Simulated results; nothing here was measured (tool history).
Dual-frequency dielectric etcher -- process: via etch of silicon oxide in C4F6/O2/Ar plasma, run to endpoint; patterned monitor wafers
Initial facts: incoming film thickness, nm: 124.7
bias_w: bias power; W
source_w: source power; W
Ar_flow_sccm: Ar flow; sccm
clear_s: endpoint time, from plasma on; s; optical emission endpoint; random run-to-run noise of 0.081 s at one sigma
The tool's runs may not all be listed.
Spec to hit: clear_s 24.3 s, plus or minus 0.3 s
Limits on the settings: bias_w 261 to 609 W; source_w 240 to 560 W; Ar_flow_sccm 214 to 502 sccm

run,hour,bias_w,source_w,Ar_flow_sccm,clear_s
1,0,435,400,358,27.358
2,6.7,435,400,402,27.737
3,15.5,435,340,402,29.748
4,24.6,435,400,402,27.387
5,29.5,452,400,402,27.079
6,31.8,452,350,402,28.628
7,32.5,471,350,402,28.365
8,39.1,488,350,401,27.946
9,44.9,503,350,400,27.512
10,48.7,503,350,400,27.668
11,54.9,516,360,399,26.983
12,61.5,528,360,399,26.62
13,62.5,538,360,399,26.513
14,66,547,360,399,26.355

Which one of the following 5 next-run settings gets every result inside its allowed miss? There is exactly one.
A,69.5,570,420,401,?
B,69.5,609,410,372,?
C,69.5,519,320,357,?
D,69.5,454,560,381,?
E,69.5,609,440,468,?

move,clear_s
A,24.291
B,23.728
C,28.117
D,23.502
E,23.502
A: every result lands within tolerance
B: takes the result that was furthest off past its target
C: further off than the last run
D: takes the result that was furthest off past its target
E: takes the result that was furthest off past its target
The move that meets every target is A.

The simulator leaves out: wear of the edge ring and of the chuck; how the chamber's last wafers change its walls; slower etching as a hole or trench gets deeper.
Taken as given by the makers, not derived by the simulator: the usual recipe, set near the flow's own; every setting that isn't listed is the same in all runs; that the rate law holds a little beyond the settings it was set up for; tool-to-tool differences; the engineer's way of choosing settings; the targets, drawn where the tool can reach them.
